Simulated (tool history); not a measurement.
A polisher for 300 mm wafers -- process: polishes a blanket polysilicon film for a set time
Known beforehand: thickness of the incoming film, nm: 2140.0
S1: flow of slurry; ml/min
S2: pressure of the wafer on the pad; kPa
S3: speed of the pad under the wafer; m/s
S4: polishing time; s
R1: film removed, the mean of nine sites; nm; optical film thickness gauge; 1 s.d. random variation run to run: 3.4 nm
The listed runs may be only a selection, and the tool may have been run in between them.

run,hour,S1,S2,S3,S4,R1
1,0.0,210,22.8,1.06,48,558.40
2,3.9,210,22.1,1.06,48,544.03
3,10.7,210,21.4,1.06,48,535.23
4,12.5,210,20.7,1.06,48,506.24
5,14.9,185,20.7,1.06,48,500.87
6,22.1,185,15.2,1.06,48,373.07
7,25.9,190,15.2,1.06,48,369.10
8,32.0,195,15.2,1.06,48,377.06
9,33.2,200,15.2,1.06,48,375.05

Expected results for the next run?
10,35.4,205,15.2,1.06,48,?

For run 10 the tool returned R1 374.76 nm.
